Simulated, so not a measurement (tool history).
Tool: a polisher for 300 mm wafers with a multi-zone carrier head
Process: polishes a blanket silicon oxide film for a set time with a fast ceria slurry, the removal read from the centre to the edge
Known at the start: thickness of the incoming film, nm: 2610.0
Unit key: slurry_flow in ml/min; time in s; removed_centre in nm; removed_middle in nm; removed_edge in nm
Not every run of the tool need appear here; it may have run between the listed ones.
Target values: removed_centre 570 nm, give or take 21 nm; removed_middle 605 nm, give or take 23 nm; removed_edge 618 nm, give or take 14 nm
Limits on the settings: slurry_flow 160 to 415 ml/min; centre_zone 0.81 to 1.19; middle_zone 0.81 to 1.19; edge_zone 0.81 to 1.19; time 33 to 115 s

run,hour,slurry_flow,centre_zone,middle_zone,edge_zone,time,removed_centre,removed_middle,removed_edge
1,0,265,1,1,1,73,933.26,941.23,915.57
2,1,260,0.98,0.98,0.98,70,890.57,880.86,865.66
3,1.9,255,0.96,0.97,0.98,67,832.89,856.5,832.76
4,6.6,255,1.02,0.97,0.98,67,869.53,834.86,831.36
5,14,305,1.02,0.97,0.98,67,889.8,849.66,844.7
6,22.1,305,1.02,0.91,0.98,67,915.87,816.12,848.46
7,27.7,295,1,0.9,0.98,64,849.25,786.18,810.4
8,30.9,250,0.9,0.81,0.91,44,500.44,469.61,531.61
9,38.3,260,0.9,0.83,0.93,44,518.15,482.83,534.3
10,43.8,250,0.9,0.85,0.95,44,510.77,499.77,537.91

Next run, 5 choices. One meets every target within its allowed miss, the rest don't. Which?
A,49.3,290,0.85,1.18,0.9,39,?,?,?
B,49.3,280,0.9,1.19,1.02,39,?,?,?
C,49.3,225,0.89,0.88,0.91,49,?,?,?
D,49.3,360,1,1.13,0.81,43,?,?,?
E,49.3,330,0.87,0.9,0.95,50,?,?,?

move,removed_centre,removed_middle,removed_edge
A,432.99,598.83,469.64
B,456.76,600.62,496.74
C,548.83,568.33,581.27
D,575.21,648.96,502.18
E,575.38,618.07,625.89
A: moves away from the targets compared with the last run
B: moves away from the targets compared with the last run
C: closer than the last run, but not yet in spec
D: moves away from the targets compared with the last run
E: each result inside its tolerance
The move that meets every target is E.
